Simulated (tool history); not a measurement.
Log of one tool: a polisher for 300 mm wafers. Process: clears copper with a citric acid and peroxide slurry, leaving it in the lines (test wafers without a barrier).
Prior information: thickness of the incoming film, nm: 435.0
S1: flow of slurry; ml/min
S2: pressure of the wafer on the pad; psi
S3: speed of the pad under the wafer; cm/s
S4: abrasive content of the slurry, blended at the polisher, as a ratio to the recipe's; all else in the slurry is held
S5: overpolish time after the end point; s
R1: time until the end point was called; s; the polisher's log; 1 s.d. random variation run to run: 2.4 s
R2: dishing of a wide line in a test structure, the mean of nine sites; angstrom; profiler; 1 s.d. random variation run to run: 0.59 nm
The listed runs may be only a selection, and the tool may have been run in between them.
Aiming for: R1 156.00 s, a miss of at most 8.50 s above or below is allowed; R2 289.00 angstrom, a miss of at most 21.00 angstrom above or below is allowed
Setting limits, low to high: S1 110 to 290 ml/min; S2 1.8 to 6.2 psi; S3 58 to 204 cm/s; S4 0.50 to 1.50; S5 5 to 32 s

Run 1, hour 0.0: S1 185 ml/min, S2 4.0 psi, S3 130 cm/s, S4 1.00, S5 16 s. Result: R1 117.79 s, R2 258.40 angstrom.
Run 2, hour 6.1: S1 185 ml/min, S2 4.0 psi, S3 150 cm/s, S4 1.00, S5 16 s. Result: R1 103.23 s, R2 273.08 angstrom.
Run 3, hour 10.4: S1 185 ml/min, S2 3.6 psi, S3 148 cm/s, S4 1.00, S5 18 s. Result: R1 117.05 s, R2 278.31 angstrom.
Run 4, hour 12.4: S1 185 ml/min, S2 3.3 psi, S3 148 cm/s, S4 1.00, S5 19 s. Result: R1 129.47 s, R2 266.47 angstrom.
Run 5, hour 16.1: S1 185 ml/min, S2 3.2 psi, S3 148 cm/s, S4 1.00, S5 20 s. Result: R1 127.80 s, R2 261.72 angstrom.
Run 6, hour 23.1: S1 185 ml/min, S2 3.0 psi, S3 146 cm/s, S4 1.00, S5 23 s. Result: R1 137.96 s, R2 274.06 angstrom.
Run 7, hour 26.3: S1 185 ml/min, S2 2.9 psi, S3 146 cm/s, S4 1.00, S5 24 s. Result: R1 138.78 s, R2 270.79 angstrom.
Run 8, hour 26.8: S1 185 ml/min, S2 2.8 psi, S3 146 cm/s, S4 1.00, S5 26 s. Result: R1 147.68 s, R2 288.72 angstrom.

Pick the move, out of 5, that brings all results within their allowed miss; only one does.
Run A, hour 27.3: S1 225 ml/min, S2 2.5 psi, S3 152 cm/s, S4 1.00, S5 28 s. Result: R1 ?, R2 ?.
Run B, hour 27.3: S1 190 ml/min, S2 3.0 psi, S3 144 cm/s, S4 1.05, S5 21 s. Result: R1 ?, R2 ?.
Run C, hour 27.3: S1 240 ml/min, S2 2.9 psi, S3 144 cm/s, S4 1.05, S5 24 s. Result: R1 ?, R2 ?.
Run D, hour 27.3: S1 180 ml/min, S2 2.6 psi, S3 166 cm/s, S4 0.95, S5 22 s. Result: R1 ?, R2 ?.
Run E, hour 27.3: S1 200 ml/min, S2 2.8 psi, S3 158 cm/s, S4 0.90, S5 29 s. Result: R1 ?, R2 ?.

move      R1      R2
   A  153.97  275.42
   B  139.74  253.84
   C  139.72  270.25
   D  141.81  256.39
   E  137.82  292.99
A: in spec on every target
B: its largest miss is bigger than the last run's
C: its largest miss is bigger than the last run's
D: its largest miss is bigger than the last run's
E: its largest miss is bigger than the last run's
The right move is A.
